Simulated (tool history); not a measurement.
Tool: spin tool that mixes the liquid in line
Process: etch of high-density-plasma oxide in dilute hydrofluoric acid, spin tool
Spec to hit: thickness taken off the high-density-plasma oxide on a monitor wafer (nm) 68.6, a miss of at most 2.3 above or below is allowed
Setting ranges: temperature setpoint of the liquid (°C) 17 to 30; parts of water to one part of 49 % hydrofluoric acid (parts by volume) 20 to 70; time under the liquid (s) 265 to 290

run  hour  temperature setpoint of the liquid (°C)  parts of water to one part of 49 % hydrofluoric acid (parts by volume)  time under the liquid (s)  thickness taken off the high-density-plasma oxide on a monitor wafer (nm)
  1     0                                       22                                                                      40                        265                                                                     38.674
  2   3.5                                       22                                                                      30                        265                                                                     51.825
  3  11.2                                     20.5                                                                      30                        265                                                                     48.486
  4  13.8                                     20.5                                                                      30                        265                                                                     48.518
  5  14.7                                     20.5                                                                      35                        265                                                                     40.646
  6  19.3                                     21.5                                                                      35                        265                                                                     42.654
  7  25.6                                     22.5                                                                      35                        265                                                                     44.545
  8  29.6                                     23.5                                                                      35                        265                                                                     46.114
  9  35.2                                     24.5                                                                      35                        265                                                                     48.423
 10    38                                       25                                                                      35                        265                                                                     49.397
 11  45.8                                     25.5                                                                      35                        265                                                                      49.93
 12    51                                       26                                                                      35                        265                                                                     50.973
 13  57.1                                     26.5                                                                      35                        265                                                                     52.456
 14  59.1                                       27                                                                      35                        265                                                                     52.843
 15    62                                     27.5                                                                      35                        265                                                                     54.469
 16  70.2                                       30                                                                      30                        265                                                                      72.41

Of the 4 settings listed for the next run, only one would bring every result within its allowed miss of target. Which one?
  A  78.4                                     29.5                                                                      35                        275                                                                          ?
  B  78.4                                       26                                                                      25                        285                                                                          ?
  C  78.4                                       29                                                                      30                        265                                                                          ?
  D  78.4                                       30                                                                      35                        280                                                                          ?

move  thickness taken off the high-density-plasma oxide on a monitor wafer (nm)
   A                                                                     61.512
   B                                                                     78.562
   C                                                                     68.306
   D                                                                     63.893
A: takes the biggest miss from the last run beyond its target
B: misses by more than the last run did
C: in spec on every target
D: takes the biggest miss from the last run beyond its target
Correct choice: C, which meets every target

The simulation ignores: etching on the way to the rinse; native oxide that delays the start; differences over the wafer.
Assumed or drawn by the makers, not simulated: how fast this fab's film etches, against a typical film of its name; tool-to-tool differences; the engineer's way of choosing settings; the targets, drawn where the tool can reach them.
